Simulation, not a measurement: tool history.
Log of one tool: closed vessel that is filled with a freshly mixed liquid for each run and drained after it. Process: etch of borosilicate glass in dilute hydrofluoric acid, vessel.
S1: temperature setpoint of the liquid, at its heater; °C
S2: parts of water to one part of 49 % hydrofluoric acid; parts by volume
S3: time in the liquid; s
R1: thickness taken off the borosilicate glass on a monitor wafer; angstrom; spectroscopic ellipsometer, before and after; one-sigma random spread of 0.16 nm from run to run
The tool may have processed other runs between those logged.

run	day	S1	S2	S3	R1
1	0	25	105	95	367.22
2	0.296	23	110	95	317.4
3	0.654	20	110	95	282.69
4	0.925	19.5	110	95	274.67
5	1.067	19	110	95	270.4
6	1.329	19	110	95	268.41
7	1.479	18.5	110	95	262.16

Run 8, settings as shown, results not yet in. Your forecast:
8	1.658	18	110	95	?

{"run 8": {"R1": 263.11}}
